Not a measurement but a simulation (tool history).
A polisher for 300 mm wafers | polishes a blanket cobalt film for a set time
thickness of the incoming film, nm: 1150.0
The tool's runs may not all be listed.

run	hour	flow of slurry (ml/min)	pressure of the wafer on the pad (kPa)	speed of the pad under the wafer (cm/s)	polishing time (s)	film removed (nm)
1	0.0	295	8.3	78	47	94.901
2	7.7	295	7.6	78	47	90.106
3	12.3	295	7.6	78	42	78.841
4	17.0	295	9.0	82	42	94.598
5	24.1	295	9.0	90	42	104.020
6	31.8	295	9.0	90	42	102.620
7	33.9	295	9.7	96	42	114.000
8	36.0	295	10.3	100	42	130.450
9	36.6	295	12.4	102	42	151.430

The next listed run, before its measurement:
10	44.4	295	12.4	104	42	?

film removed (nm): 152.060
